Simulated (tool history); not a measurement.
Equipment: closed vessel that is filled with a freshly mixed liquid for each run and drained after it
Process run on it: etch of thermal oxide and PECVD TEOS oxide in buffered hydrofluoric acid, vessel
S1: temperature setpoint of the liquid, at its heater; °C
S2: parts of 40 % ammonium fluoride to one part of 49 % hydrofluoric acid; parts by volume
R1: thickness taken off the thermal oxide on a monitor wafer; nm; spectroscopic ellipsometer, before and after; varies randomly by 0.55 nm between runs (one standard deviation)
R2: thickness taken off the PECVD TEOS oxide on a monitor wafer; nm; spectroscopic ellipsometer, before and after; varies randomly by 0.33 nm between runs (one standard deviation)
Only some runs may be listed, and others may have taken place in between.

Run 1, hour 0.0: S1 24.0 °C, S2 17 parts by volume, time in the liquid (s) 60. Result: R1 38.900 nm, R2 50.898 nm.
Run 2, hour 0.9: S1 24.0 °C, S2 17 parts by volume, time in the liquid (s) 70. Result: R1 45.333 nm, R2 59.532 nm.
Run 3, hour 8.0: S1 24.0 °C, S2 20 parts by volume, time in the liquid (s) 70. Result: R1 38.687 nm, R2 51.224 nm.
Run 4, hour 15.3: S1 24.0 °C, S2 20 parts by volume, time in the liquid (s) 85. Result: R1 47.021 nm, R2 62.049 nm.
Run 5, hour 23.0: S1 25.5 °C, S2 20 parts by volume, time in the liquid (s) 85. Result: R1 51.210 nm, R2 67.512 nm.
Run 6, hour 31.9: S1 25.5 °C, S2 25 parts by volume, time in the liquid (s) 85. Result: R1 44.102 nm, R2 57.833 nm.
Run 7, hour 35.9: S1 25.5 °C, S2 25 parts by volume, time in the liquid (s) 85. Result: R1 43.563 nm, R2 58.074 nm.
Run 8, hour 41.5: S1 27.0 °C, S2 25 parts by volume, time in the liquid (s) 85. Result: R1 47.318 nm, R2 62.605 nm.
Run 9, hour 49.5: S1 28.5 °C, S2 25 parts by volume, time in the liquid (s) 85. Result: R1 50.969 nm, R2 67.407 nm.

Expected results for the next run?
Run 10, hour 58.3: S1 29.5 °C, S2 25 parts by volume, time in the liquid (s) 85. Result: R1 ?, R2 ?.

R1: 53.886 nm
R2: 71.845 nm
